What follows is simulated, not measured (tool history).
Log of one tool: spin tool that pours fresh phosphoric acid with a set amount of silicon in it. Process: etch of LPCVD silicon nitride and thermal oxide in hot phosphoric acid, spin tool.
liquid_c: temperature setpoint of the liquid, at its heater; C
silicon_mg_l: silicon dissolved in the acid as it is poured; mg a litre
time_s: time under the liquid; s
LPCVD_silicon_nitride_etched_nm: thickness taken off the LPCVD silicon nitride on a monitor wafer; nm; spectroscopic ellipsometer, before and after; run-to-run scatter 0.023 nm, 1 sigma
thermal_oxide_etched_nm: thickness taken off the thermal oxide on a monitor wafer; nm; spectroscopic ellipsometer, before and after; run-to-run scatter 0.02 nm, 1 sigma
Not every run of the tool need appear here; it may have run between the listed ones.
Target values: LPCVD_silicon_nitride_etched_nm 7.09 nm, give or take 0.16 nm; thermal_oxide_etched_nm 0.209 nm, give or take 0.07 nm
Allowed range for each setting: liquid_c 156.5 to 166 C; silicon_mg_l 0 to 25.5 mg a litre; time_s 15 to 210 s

| run | hour | liquid_c | silicon_mg_l | time_s | LPCVD_silicon_nitride_etched_nm | thermal_oxide_etched_nm |
|---|---|---|---|---|---|---|
| 1 | 0 | 161 | 11 | 105 | 10.263 | 0.26288 |
| 2 | 2.8 | 160 | 8 | 95 | 8.967 | 0.26169 |
| 3 | 8.1 | 160 | 8 | 55 | 5.1782 | 0.12673 |
| 4 | 13.8 | 161.5 | 7 | 60 | 6.0016 | 0.15638 |
| 5 | 19.3 | 161.5 | 12 | 60 | 5.9575 | 0.1427 |
| 6 | 25.9 | 163 | 10 | 60 | 6.3175 | 0.16834 |
| 7 | 34 | 164 | 10 | 60 | 6.4589 | 0.15637 |
| 8 | 38.8 | 165 | 3 | 70 | 7.8157 | 0.26067 |
| 9 | 41.6 | 164 | 4 | 70 | 7.5564 | 0.2604 |

Which single option among these 4 for the next run brings every result within its allowed miss of target? Just one does.
| A | 44.4 | 162.5 | 3 | 65 | ? | ? |
| B | 44.4 | 164.5 | 7.5 | 65 | ? | ? |
| C | 44.4 | 163 | 5 | 65 | ? | ? |
| D | 44.4 | 165 | 5 | 60 | ? | ? |

| move | LPCVD_silicon_nitride_etched_nm | thermal_oxide_etched_nm |
|---|---|---|
| A | 6.6826 | 0.22691 |
| B | 7.1393 | 0.23981 |
| C | 6.7944 | 0.22631 |
| D | 6.6993 | 0.24162 |
A: carries the result that was furthest off beyond its target, to the other side
B: in spec on every target
C: carries the result that was furthest off beyond its target, to the other side
D: carries the result that was furthest off beyond its target, to the other side
So the answer is move B, the one that meets all the targets.
